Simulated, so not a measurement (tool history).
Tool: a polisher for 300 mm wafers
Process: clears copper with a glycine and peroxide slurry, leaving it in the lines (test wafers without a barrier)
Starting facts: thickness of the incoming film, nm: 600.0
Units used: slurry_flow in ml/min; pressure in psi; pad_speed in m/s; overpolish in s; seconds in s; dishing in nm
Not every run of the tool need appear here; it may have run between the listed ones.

run,hour,slurry_flow,pressure,pad_speed,overpolish,seconds,dishing
1,0,225,3.3,1.28,29,68.442,127.14
2,7.8,195,2.7,1.28,22,84.607,97.869
3,16.2,250,2.3,1.24,18,96.891,73.429
4,24.7,250,2.3,1.48,18,80.211,81.76
5,33.3,285,2,1.46,15,92.714,63
6,35.8,310,1.8,1.5,13,103.08,54.687

Run 7 has not been measured yet. What should we expect?
7,39.5,325,1.7,1.58,12,?,?

seconds: 99.044 s
dishing: 50.887 nm
